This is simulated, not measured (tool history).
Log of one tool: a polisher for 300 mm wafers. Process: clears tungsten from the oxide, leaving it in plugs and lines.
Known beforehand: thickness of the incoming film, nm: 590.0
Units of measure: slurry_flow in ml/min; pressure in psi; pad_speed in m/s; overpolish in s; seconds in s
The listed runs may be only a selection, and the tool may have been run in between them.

run,day,slurry_flow,pressure,pad_speed,slurry_solids,overpolish,seconds
1,0.000,175,4.7,1.10,1.00,25,74.757
2,0.329,155,4.7,1.10,1.00,25,73.875
3,0.521,135,4.7,1.10,1.00,25,78.941
4,0.800,135,4.4,1.08,1.00,25,83.175
5,0.946,135,5.3,1.08,1.00,25,69.782
6,1.083,135,5.3,1.08,1.15,25,69.665
7,1.375,135,4.8,1.06,1.15,25,78.833
8,1.583,135,4.5,1.04,1.15,25,80.623
9,1.625,135,4.1,1.02,1.15,25,91.708

Expected results for the next run?
10,1.825,135,3.9,1.02,1.15,25,?

Run 10 produced seconds 97.726 s.

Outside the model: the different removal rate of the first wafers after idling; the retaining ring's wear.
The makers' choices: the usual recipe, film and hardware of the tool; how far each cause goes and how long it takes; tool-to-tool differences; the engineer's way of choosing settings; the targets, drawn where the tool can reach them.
